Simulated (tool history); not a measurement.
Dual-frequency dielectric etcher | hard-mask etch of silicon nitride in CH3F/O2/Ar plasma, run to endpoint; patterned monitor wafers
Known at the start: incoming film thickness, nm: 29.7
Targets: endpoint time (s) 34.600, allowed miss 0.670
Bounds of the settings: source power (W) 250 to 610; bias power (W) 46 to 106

| run | hour | source power (W) | bias power (W) | endpoint time (s) |
|---|---|---|---|---|
| 1 | 0.0 | 430 | 76 | 41.923 |
| 2 | 1.1 | 470 | 76 | 40.332 |
| 3 | 10.0 | 470 | 65 | 43.017 |
| 4 | 11.1 | 510 | 70 | 39.921 |
| 5 | 18.2 | 510 | 79 | 38.056 |
| 6 | 26.6 | 510 | 86 | 37.006 |
| 7 | 30.2 | 530 | 86 | 36.045 |
| 8 | 32.5 | 540 | 86 | 35.792 |
| 9 | 35.4 | 550 | 86 | 35.423 |

Which of these 5 next moves meets every target?
| A | 38.3 | 600 | 90 | ? |
| B | 38.3 | 610 | 88 | ? |
| C | 38.3 | 610 | 80 | ? |
| D | 38.3 | 520 | 90 | ? |
| E | 38.3 | 530 | 84 | ? |

| move | endpoint time (s) |
|---|---|
| A | 33.243 |
| B | 33.286 |
| C | 34.567 |
| D | 35.566 |
| E | 36.236 |
A: takes the result that was furthest off past its target
B: takes the result that was furthest off past its target
C: meets every target
D: further off than the last run
E: further off than the last run
The right move is C.

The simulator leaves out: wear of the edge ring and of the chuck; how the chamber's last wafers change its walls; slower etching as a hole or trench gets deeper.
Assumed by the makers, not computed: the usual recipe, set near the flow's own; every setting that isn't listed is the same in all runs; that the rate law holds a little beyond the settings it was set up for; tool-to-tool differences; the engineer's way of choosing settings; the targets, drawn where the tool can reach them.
